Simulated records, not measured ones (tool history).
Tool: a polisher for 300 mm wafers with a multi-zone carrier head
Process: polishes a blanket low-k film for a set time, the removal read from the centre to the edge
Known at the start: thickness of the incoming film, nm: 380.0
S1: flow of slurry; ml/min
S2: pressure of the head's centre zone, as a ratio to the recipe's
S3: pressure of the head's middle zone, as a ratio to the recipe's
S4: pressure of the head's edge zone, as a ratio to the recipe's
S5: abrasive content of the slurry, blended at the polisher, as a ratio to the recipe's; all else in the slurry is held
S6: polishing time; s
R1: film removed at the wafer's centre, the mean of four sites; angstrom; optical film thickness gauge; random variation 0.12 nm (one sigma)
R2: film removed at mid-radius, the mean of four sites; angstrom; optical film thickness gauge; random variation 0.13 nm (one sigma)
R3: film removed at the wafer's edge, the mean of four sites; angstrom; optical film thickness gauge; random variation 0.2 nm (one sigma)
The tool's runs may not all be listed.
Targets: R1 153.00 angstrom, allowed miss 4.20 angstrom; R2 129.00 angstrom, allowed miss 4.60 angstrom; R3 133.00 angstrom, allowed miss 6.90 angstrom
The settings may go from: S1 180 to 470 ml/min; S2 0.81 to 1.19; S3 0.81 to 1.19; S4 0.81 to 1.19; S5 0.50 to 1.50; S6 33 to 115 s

| run | hour | S1 | S2 | S3 | S4 | S5 | S6 | R1 | R2 | R3 |
|---|---|---|---|---|---|---|---|---|---|---|
| 1 | 0.0 | 300 | 1.00 | 1.00 | 1.00 | 1.00 | 73 | 277.38 | 274.14 | 271.62 |
| 2 | 3.7 | 300 | 1.00 | 1.00 | 1.00 | 1.15 | 73 | 292.45 | 287.09 | 294.12 |
| 3 | 5.0 | 300 | 1.00 | 1.00 | 1.00 | 1.15 | 85 | 337.86 | 341.52 | 348.12 |
| 4 | 6.1 | 300 | 1.00 | 1.00 | 0.94 | 1.15 | 85 | 336.33 | 342.19 | 337.96 |
| 5 | 14.9 | 295 | 1.00 | 0.96 | 0.93 | 1.00 | 75 | 284.05 | 268.11 | 265.88 |
| 6 | 17.3 | 285 | 0.98 | 0.93 | 0.93 | 0.90 | 68 | 242.79 | 232.82 | 236.42 |
| 7 | 19.9 | 290 | 0.99 | 0.91 | 0.93 | 0.80 | 61 | 208.68 | 189.87 | 209.00 |
| 8 | 22.6 | 280 | 1.01 | 0.92 | 0.90 | 0.75 | 57 | 192.00 | 177.49 | 179.22 |
| 9 | 28.0 | 270 | 1.04 | 0.82 | 0.87 | 0.50 | 47 | 134.80 | 111.61 | 121.88 |
| 10 | 29.3 | 290 | 1.05 | 0.84 | 0.88 | 0.50 | 47 | 138.63 | 114.75 | 123.48 |
| 11 | 32.5 | 295 | 1.06 | 0.86 | 0.89 | 0.50 | 47 | 141.06 | 114.80 | 121.81 |

Which of these 4 next moves meets every target?
| A | 35.7 | 275 | 0.92 | 0.85 | 0.83 | 0.55 | 50 | ? | ? | ? |
| B | 35.7 | 285 | 1.04 | 0.86 | 0.81 | 0.50 | 53 | ? | ? | ? |
| C | 35.7 | 315 | 1.02 | 0.86 | 0.88 | 0.50 | 57 | ? | ? | ? |
| D | 35.7 | 305 | 1.10 | 0.95 | 0.81 | 0.50 | 52 | ? | ? | ? |

| move | R1 | R2 | R3 |
|---|---|---|---|
| A | 134.30 | 124.50 | 134.67 |
| B | 154.50 | 127.87 | 135.55 |
| C | 164.39 | 138.60 | 151.97 |
| D | 161.35 | 136.95 | 133.37 |
A: brings the result that was furthest off to its target, and leaves another outside
B: meets every target
C: takes the result that was furthest off past its target
D: takes the result that was furthest off past its target
The right move is B.
